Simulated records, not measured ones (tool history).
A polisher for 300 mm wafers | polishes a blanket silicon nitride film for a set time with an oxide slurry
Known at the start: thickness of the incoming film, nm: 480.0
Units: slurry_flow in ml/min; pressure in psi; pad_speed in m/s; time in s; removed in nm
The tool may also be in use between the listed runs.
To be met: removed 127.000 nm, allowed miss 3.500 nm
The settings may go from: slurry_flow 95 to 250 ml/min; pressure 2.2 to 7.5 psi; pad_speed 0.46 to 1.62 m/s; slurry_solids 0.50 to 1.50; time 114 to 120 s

{"run": 1, "hour": 0.0, "slurry_flow": 160, "pressure": 4.8, "pad_speed": 1.04, "slurry_solids": 1.0, "time": 114, "removed": 84.709}
{"run": 2, "hour": 5.5, "slurry_flow": 160, "pressure": 4.8, "pad_speed": 1.04, "slurry_solids": 1.2, "time": 114, "removed": 89.266}
{"run": 3, "hour": 10.0, "slurry_flow": 170, "pressure": 5.2, "pad_speed": 1.04, "slurry_solids": 1.2, "time": 114, "removed": 95.804}
{"run": 4, "hour": 11.0, "slurry_flow": 200, "pressure": 5.2, "pad_speed": 1.04, "slurry_solids": 1.2, "time": 114, "removed": 97.645}
{"run": 5, "hour": 15.0, "slurry_flow": 200, "pressure": 5.2, "pad_speed": 1.04, "slurry_solids": 1.0, "time": 114, "removed": 92.118}
{"run": 6, "hour": 16.7, "slurry_flow": 200, "pressure": 5.7, "pad_speed": 1.04, "slurry_solids": 1.0, "time": 114, "removed": 99.331}
{"run": 7, "hour": 18.5, "slurry_flow": 200, "pressure": 6.1, "pad_speed": 1.04, "slurry_solids": 1.0, "time": 114, "removed": 104.31}
{"run": 8, "hour": 20.8, "slurry_flow": 200, "pressure": 6.5, "pad_speed": 1.04, "slurry_solids": 1.0, "time": 114, "removed": 108.57}
{"run": 9, "hour": 21.4, "slurry_flow": 205, "pressure": 6.8, "pad_speed": 1.04, "slurry_solids": 1.0, "time": 114, "removed": 113.27}
{"run": 10, "hour": 28.2, "slurry_flow": 205, "pressure": 6.8, "pad_speed": 1.04, "slurry_solids": 1.0, "time": 114, "removed": 114.23}
{"run": 11, "hour": 29.3, "slurry_flow": 205, "pressure": 7.0, "pad_speed": 1.04, "slurry_solids": 1.0, "time": 114, "removed": 117.23}
{"run": 12, "hour": 36.2, "slurry_flow": 205, "pressure": 7.1, "pad_speed": 1.04, "slurry_solids": 1.0, "time": 114, "removed": 119.85}
{"run": 13, "hour": 37.2, "slurry_flow": 205, "pressure": 7.2, "pad_speed": 1.04, "slurry_solids": 1.0, "time": 114, "removed": 120.01}
{"run": 14, "hour": 44.4, "slurry_flow": 210, "pressure": 7.3, "pad_speed": 1.04, "slurry_solids": 1.0, "time": 114, "removed": 122.42}

5 next moves are on the table. One of them brings every result within its allowed miss. Which?
{"run": "A", "hour": 51.6, "slurry_flow": 210, "pressure": 7.5, "pad_speed": 1.06, "slurry_solids": 1.25, "time": 114, "removed": "?"}
{"run": "B", "hour": 51.6, "slurry_flow": 235, "pressure": 7.5, "pad_speed": 1.04, "slurry_solids": 0.95, "time": 118, "removed": "?"}
{"run": "C", "hour": 51.6, "slurry_flow": 240, "pressure": 7.5, "pad_speed": 0.84, "slurry_solids": 1.15, "time": 115, "removed": "?"}
{"run": "D", "hour": 51.6, "slurry_flow": 170, "pressure": 6.5, "pad_speed": 1.24, "slurry_solids": 0.75, "time": 120, "removed": "?"}
{"run": "E", "hour": 51.6, "slurry_flow": 225, "pressure": 7.2, "pad_speed": 1.18, "slurry_solids": 0.9, "time": 120, "removed": "?"}

move=A removed=136.670
move=B removed=127.610
move=C removed=112.930
move=D removed=115.610
move=E removed=135.230
A: takes the result that was furthest off past its target
B: meets every target
C: further off than the last run
D: further off than the last run
E: takes the result that was furthest off past its target
Move B is the one to make.
